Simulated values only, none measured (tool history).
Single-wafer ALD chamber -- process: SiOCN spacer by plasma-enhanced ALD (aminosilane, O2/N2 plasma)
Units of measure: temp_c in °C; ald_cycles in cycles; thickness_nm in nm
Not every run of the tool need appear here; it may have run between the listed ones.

| run | hour | temp_c | ald_cycles | thickness_nm |
|---|---|---|---|---|
| 1 | 0.0 | 400 | 83 | 5.2124 |
| 2 | 5.6 | 400 | 93 | 5.8171 |
| 3 | 10.8 | 399 | 95 | 5.9061 |
| 4 | 18.3 | 409 | 95 | 5.7718 |
| 5 | 20.2 | 409 | 84 | 5.1166 |
| 6 | 21.2 | 409 | 90 | 5.4450 |
| 7 | 29.2 | 405 | 92 | 5.6644 |
| 8 | 36.1 | 402 | 94 | 5.8566 |

Run 9 has not been measured yet. What should we expect?
| 9 | 39.9 | 390 | 103 | ? |

Run 9 gave thickness_nm 6.4406 nm.
